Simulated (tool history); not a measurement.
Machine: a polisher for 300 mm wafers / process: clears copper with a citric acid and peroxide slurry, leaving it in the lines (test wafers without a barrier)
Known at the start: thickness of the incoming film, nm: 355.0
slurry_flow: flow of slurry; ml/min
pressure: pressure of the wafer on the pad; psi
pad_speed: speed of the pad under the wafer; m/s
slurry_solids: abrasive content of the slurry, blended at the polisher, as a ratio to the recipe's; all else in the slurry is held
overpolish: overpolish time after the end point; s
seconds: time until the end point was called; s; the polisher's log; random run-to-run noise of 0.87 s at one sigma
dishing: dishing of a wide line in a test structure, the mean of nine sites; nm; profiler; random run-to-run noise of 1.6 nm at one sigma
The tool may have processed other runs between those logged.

run	hour	slurry_flow	pressure	pad_speed	slurry_solids	overpolish	seconds	dishing
1	0	290	3.7	1.42	1	22	91.661	54.251
2	8.9	325	3.7	1.42	1	22	87.67	55.349
3	14.5	330	3.9	1.42	1	22	85.269	57.112
4	20.6	330	3	1.42	1	22	108.03	47.157
5	24.5	330	3.3	1.42	1	22	98.553	47.772
6	32.3	335	3.5	1.42	1	22	91.844	52.498
7	39.8	340	3.7	1.42	1	22	87.192	56.197
8	41.2	345	3.8	1.42	1	22	87.632	53.373
9	43.1	345	4	1.42	1	22	80.658	57.549

Forecast run 10:
10	51.9	345	4.1	1.42	1	22	?	?

{"run 10": {"seconds": 80.66, "dishing": 58.237}}

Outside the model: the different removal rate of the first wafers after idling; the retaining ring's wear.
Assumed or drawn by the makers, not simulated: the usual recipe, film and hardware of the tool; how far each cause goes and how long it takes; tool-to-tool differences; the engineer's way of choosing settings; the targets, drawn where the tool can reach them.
